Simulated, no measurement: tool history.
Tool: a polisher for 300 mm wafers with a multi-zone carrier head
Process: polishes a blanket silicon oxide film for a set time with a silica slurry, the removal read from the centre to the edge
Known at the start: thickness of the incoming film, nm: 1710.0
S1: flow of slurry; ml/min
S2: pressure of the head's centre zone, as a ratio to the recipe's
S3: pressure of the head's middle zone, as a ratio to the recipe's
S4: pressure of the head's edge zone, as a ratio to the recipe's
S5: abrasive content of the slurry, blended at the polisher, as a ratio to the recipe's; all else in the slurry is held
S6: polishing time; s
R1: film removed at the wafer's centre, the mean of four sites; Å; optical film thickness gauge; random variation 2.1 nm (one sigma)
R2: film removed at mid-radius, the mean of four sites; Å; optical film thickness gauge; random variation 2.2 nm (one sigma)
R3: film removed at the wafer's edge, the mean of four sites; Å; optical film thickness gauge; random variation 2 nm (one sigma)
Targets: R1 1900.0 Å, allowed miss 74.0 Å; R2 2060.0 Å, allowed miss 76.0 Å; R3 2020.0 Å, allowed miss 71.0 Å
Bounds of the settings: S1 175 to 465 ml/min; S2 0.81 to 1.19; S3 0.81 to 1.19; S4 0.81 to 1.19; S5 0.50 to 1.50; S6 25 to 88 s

{"run": 1, "hour": 0.0, "S1": 295, "S2": 1.0, "S3": 1.0, "S4": 1.0, "S5": 1.0, "S6": 56, "R1": 2216.9, "R2": 2163.6, "R3": 2156.6}
{"run": 2, "hour": 4.8, "S1": 295, "S2": 1.0, "S3": 1.0, "S4": 1.04, "S5": 1.0, "S6": 56, "R1": 2143.0, "R2": 2123.0, "R3": 2221.2}
{"run": 3, "hour": 5.7, "S1": 295, "S2": 1.0, "S3": 1.0, "S4": 1.04, "S5": 1.0, "S6": 43, "R1": 1659.9, "R2": 1681.0, "R3": 1665.0}
{"run": 4, "hour": 13.5, "S1": 295, "S2": 1.0, "S3": 1.0, "S4": 1.04, "S5": 1.0, "S6": 56, "R1": 2150.5, "R2": 2155.2, "R3": 2238.6}
{"run": 5, "hour": 18.5, "S1": 260, "S2": 1.0, "S3": 1.0, "S4": 1.04, "S5": 1.0, "S6": 56, "R1": 2132.5, "R2": 2157.8, "R3": 2228.4}
{"run": 6, "hour": 23.3, "S1": 305, "S2": 1.0, "S3": 1.0, "S4": 1.04, "S5": 1.0, "S6": 56, "R1": 2199.0, "R2": 2192.4, "R3": 2211.0}
{"hour": 25.6, "done": "worn pad replaced by a new one"}
{"run": 7, "hour": 25.6, "S1": 300, "S2": 0.99, "S3": 1.0, "S4": 1.03, "S5": 1.0, "S6": 56, "R1": 2375.1, "R2": 2357.5, "R3": 2436.1}
{"run": 8, "hour": 30.1, "S1": 285, "S2": 0.99, "S3": 1.01, "S4": 1.03, "S5": 1.0, "S6": 56, "R1": 2286.7, "R2": 2364.8, "R3": 2344.6}

5 next moves are on the table. One of them brings every result within its allowed miss. Which?
{"run": "A", "hour": 34.6, "S1": 275, "S2": 0.99, "S3": 1.08, "S4": 1.12, "S5": 0.9, "S6": 48, "R1": "?", "R2": "?", "R3": "?"}
{"run": "B", "hour": 34.6, "S1": 275, "S2": 1.1, "S3": 0.99, "S4": 0.95, "S5": 1.2, "S6": 43, "R1": "?", "R2": "?", "R3": "?"}
{"run": "C", "hour": 34.6, "S1": 300, "S2": 1.05, "S3": 0.92, "S4": 1.05, "S5": 1.05, "S6": 46, "R1": "?", "R2": "?", "R3": "?"}
{"run": "D", "hour": 34.6, "S1": 290, "S2": 0.96, "S3": 0.93, "S4": 1.04, "S5": 1.15, "S6": 45, "R1": "?", "R2": "?", "R3": "?"}
{"run": "E", "hour": 34.6, "S1": 295, "S2": 1.0, "S3": 0.97, "S4": 1.05, "S5": 1.0, "S6": 51, "R1": "?", "R2": "?", "R3": "?"}

move=A R1=1906.8 R2=2065.2 R3=2017.4
move=B R1=2110.0 R2=1909.4 R3=1867.4
move=C R1=2074.1 R2=1848.9 R3=2007.0
move=D R1=1908.3 R2=1880.3 R3=2014.5
move=E R1=2146.6 R2=2101.2 R3=2181.0
A: meets every target
B: nearer than the last run, and not there yet
C: nearer than the last run, and not there yet
D: brings the result that was furthest off to its target, and leaves another outside
E: nearer than the last run, and not there yet
The right move is A.
